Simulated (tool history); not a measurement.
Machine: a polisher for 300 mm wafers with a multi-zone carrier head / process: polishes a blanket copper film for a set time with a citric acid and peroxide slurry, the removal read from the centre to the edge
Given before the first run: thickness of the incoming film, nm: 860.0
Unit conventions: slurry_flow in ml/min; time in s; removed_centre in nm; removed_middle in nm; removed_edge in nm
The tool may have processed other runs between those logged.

run	hour	slurry_flow	centre_zone	middle_zone	edge_zone	slurry_solids	time	removed_centre	removed_middle	removed_edge
1	0.0	205	1.00	1.00	1.00	1.00	62	156.27	153.96	156.15
2	0.6	205	1.00	1.00	0.93	1.00	62	160.05	155.14	152.80
3	9.5	205	1.00	1.00	0.93	1.00	53	132.29	132.28	127.25
4	12.6	175	1.00	1.00	0.93	1.00	53	130.98	127.73	126.43
5	19.2	180	1.01	1.02	0.97	1.15	57	145.56	148.82	142.32
6	22.1	185	1.02	1.01	1.01	1.25	60	158.72	159.42	157.63
7	22.6	195	1.03	1.02	1.05	1.30	61	163.85	163.56	165.48
8	27.2	205	1.04	1.04	1.07	1.35	62	174.73	171.92	172.18
9	30.7	210	1.04	1.06	1.09	1.40	63	177.31	184.75	177.55

Expected results for the next run?
10	37.7	235	1.08	1.02	1.19	1.50	65	?	?	?

removed_centre: 200.63 nm
removed_middle: 182.74 nm
removed_edge: 202.33 nm
